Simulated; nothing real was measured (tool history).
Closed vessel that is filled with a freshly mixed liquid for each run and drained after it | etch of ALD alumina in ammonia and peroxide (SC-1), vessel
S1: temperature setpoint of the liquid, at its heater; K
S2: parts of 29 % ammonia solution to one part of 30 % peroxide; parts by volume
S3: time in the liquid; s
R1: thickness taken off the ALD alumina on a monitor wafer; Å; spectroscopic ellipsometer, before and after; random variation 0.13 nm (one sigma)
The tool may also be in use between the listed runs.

run,day,S1,S2,S3,R1
1,0.000,329.15,0.60,600,635.87
2,0.317,328.15,0.60,600,605.79
3,0.688,327.65,0.60,600,588.32
4,1.012,327.15,0.60,600,573.92
5,1.179,332.15,0.60,600,746.30
6,1.450,332.15,0.45,600,725.64

The next listed run, before its measurement:
7,1.821,324.15,0.40,600,?

Run 7 gave R1 471.79 Å.
